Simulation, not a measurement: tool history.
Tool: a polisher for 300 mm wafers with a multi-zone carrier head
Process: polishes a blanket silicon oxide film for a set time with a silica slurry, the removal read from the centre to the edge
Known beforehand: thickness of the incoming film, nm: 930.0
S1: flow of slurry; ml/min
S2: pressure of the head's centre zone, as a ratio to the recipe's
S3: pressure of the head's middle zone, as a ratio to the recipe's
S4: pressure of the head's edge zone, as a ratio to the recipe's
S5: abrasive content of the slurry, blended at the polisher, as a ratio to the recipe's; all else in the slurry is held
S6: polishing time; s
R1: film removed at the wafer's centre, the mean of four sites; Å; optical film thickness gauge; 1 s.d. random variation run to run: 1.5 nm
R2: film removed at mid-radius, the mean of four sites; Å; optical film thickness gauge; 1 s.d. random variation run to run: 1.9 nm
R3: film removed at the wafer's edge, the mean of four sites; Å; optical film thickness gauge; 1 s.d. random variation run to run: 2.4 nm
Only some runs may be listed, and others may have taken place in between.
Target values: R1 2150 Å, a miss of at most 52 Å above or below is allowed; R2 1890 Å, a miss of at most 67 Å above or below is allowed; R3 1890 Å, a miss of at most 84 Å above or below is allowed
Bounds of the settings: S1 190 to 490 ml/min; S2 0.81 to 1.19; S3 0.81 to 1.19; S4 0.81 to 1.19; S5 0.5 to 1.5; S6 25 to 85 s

| run | hour | S1 | S2 | S3 | S4 | S5 | S6 | R1 | R2 | R3 |
|---|---|---|---|---|---|---|---|---|---|---|
| 1 | 0 | 315 | 1 | 1 | 1 | 1 | 55 | 2572.7 | 2567.7 | 2624.7 |
| 2 | 7.3 | 315 | 1 | 1 | 1.04 | 1 | 55 | 2568.2 | 2540.7 | 2693.5 |
| 3 | 13.8 | 275 | 1 | 1 | 1.04 | 1 | 55 | 2505 | 2512 | 2608.4 |
| 4 | 18.9 | 265 | 1.01 | 0.98 | 1.01 | 0.95 | 55 | 2476.4 | 2467.6 | 2561.4 |
| 5 | 25.7 | 285 | 1.03 | 0.98 | 0.99 | 0.85 | 54 | 2395.9 | 2257.7 | 2367.8 |
| 6 | 28.5 | 285 | 0.98 | 0.98 | 0.99 | 0.85 | 54 | 2298.6 | 2337.3 | 2376.7 |
| 7 | 33.2 | 285 | 1 | 0.97 | 0.97 | 0.8 | 54 | 2287.6 | 2204.4 | 2292.2 |
| 8 | 34 | 280 | 1.01 | 0.97 | 0.95 | 0.75 | 54 | 2258 | 2189 | 2251.8 |
| 9 | 39.8 | 360 | 1.11 | 0.93 | 0.85 | 0.5 | 50 | 2011.1 | 1749.2 | 1710.5 |
| 10 | 47.7 | 360 | 1.11 | 0.94 | 0.87 | 0.5 | 50 | 2049.5 | 1769.6 | 1784 |

Consider the 5 candidate settings below. Which is the only one whose results all fall within their allowed miss of target?
| A | 55.6 | 350 | 1.19 | 0.86 | 0.88 | 0.5 | 49 | ? | ? | ? |
| B | 55.6 | 345 | 1.02 | 0.97 | 0.96 | 0.5 | 51 | ? | ? | ? |
| C | 55.6 | 315 | 1.06 | 1.01 | 0.84 | 0.55 | 49 | ? | ? | ? |
| D | 55.6 | 295 | 1.05 | 0.86 | 1.15 | 0.5 | 51 | ? | ? | ? |
| E | 55.6 | 370 | 1.13 | 0.99 | 0.96 | 0.55 | 50 | ? | ? | ? |

| move | R1 | R2 | R3 |
|---|---|---|---|
| A | 2139.8 | 1648.8 | 1752 |
| B | 1905.3 | 1844.3 | 1894.5 |
| C | 1949 | 1862.3 | 1757.8 |
| D | 1926.7 | 1687.6 | 2048.9 |
| E | 2156.2 | 1904 | 1929.4 |
A: meets the target for the result that was furthest off, but another lies outside its allowed miss
B: its largest miss is bigger than the last run's
C: its largest miss is bigger than the last run's
D: its largest miss is bigger than the last run's
E: every result within its allowed miss
Move E is the one to make.
